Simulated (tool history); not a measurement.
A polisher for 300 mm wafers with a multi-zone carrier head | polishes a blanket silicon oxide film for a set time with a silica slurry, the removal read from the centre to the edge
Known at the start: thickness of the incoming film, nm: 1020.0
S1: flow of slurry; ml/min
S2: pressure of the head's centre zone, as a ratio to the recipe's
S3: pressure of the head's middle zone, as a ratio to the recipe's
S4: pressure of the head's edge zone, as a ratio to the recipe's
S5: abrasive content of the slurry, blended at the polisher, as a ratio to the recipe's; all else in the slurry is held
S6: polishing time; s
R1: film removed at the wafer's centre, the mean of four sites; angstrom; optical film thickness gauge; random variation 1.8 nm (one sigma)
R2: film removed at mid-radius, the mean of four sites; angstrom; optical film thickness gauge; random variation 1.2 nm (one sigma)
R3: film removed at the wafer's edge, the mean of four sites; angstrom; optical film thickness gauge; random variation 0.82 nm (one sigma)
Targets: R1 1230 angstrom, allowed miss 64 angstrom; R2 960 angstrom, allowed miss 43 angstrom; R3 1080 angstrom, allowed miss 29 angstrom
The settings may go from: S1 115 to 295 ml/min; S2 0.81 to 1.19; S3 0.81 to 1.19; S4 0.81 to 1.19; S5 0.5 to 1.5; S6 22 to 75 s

| run | hour | S1 | S2 | S3 | S4 | S5 | S6 | R1 | R2 | R3 |
|---|---|---|---|---|---|---|---|---|---|---|
| 1 | 0 | 190 | 1 | 1 | 1 | 1 | 48 | 1168.5 | 1128.8 | 1150 |
| 2 | 3.3 | 180 | 1.03 | 0.96 | 0.98 | 1 | 48 | 1189.3 | 1090.5 | 1135.5 |
| 3 | 12.3 | 175 | 1.06 | 0.92 | 0.97 | 1 | 48 | 1212.4 | 1042.4 | 1123.9 |
| 4 | 19.9 | 175 | 1.06 | 0.92 | 0.97 | 1 | 41 | 1023.3 | 886.35 | 956.68 |
| 5 | 22.5 | 175 | 1.06 | 0.92 | 0.97 | 0.8 | 41 | 885.97 | 747.2 | 806.78 |
| 6 | 23.2 | 195 | 1.06 | 0.92 | 0.97 | 0.8 | 41 | 898 | 761.04 | 815.08 |
| 7 | 29.9 | 195 | 1.1 | 0.93 | 1.01 | 0.9 | 41 | 995.58 | 843.12 | 926.11 |
| 8 | 34.3 | 200 | 1.13 | 0.92 | 1.01 | 0.95 | 41 | 1085.3 | 897.91 | 968.1 |
| 9 | 40.7 | 210 | 1.15 | 0.91 | 1.03 | 0.95 | 41 | 1094.5 | 869.27 | 971.52 |
| 10 | 44.5 | 210 | 1.15 | 0.91 | 1.03 | 0.95 | 41 | 1124.9 | 849.61 | 966.38 |
| 11 | 49.4 | 215 | 1.16 | 0.94 | 1.06 | 0.95 | 41 | 1152.9 | 899.97 | 982.35 |

Which of these 4 next moves meets every target?
| A | 54.3 | 210 | 1.17 | 0.98 | 1.04 | 1 | 42 | ? | ? | ? |
| B | 54.3 | 225 | 1.17 | 0.92 | 1.11 | 1.1 | 40 | ? | ? | ? |
| C | 54.3 | 255 | 1.16 | 0.99 | 0.99 | 0.8 | 51 | ? | ? | ? |
| D | 54.3 | 190 | 1.09 | 0.99 | 1.06 | 1 | 42 | ? | ? | ? |

| move | R1 | R2 | R3 |
|---|---|---|---|
| A | 1193.1 | 1011.1 | 1024.6 |
| B | 1219 | 978.97 | 1077.3 |
| C | 1244.8 | 1069.8 | 1043.5 |
| D | 1093.9 | 1004.3 | 1021.8 |
A: nearer than the last run, and not there yet
B: meets every target
C: nearer than the last run, and not there yet
D: nearer than the last run, and not there yet
Answer: B

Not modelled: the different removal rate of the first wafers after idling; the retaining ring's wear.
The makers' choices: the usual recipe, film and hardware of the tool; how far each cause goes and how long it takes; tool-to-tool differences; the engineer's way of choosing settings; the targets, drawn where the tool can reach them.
